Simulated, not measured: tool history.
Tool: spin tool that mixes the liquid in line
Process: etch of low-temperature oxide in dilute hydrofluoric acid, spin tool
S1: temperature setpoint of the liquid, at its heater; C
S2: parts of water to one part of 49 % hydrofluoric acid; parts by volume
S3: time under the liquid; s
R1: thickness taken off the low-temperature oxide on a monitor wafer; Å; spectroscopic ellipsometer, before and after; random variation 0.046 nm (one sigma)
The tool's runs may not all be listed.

run	hour	S1	S2	S3	R1
1	0	26	65	15	63.742
2	3.3	23.5	65	15	57.627
3	11.9	23.5	85	15	42.929
4	13	26	70	15	58.802
5	21.2	28	60	15	75.39
6	30.1	24.5	60	15	65.83
7	36.4	26.5	55	15	77.475
8	44.9	30.5	30	15	174.08

Forecast run 9:
9	50.7	29.5	30	15	?

{"run 9": {"R1": 167.68}}

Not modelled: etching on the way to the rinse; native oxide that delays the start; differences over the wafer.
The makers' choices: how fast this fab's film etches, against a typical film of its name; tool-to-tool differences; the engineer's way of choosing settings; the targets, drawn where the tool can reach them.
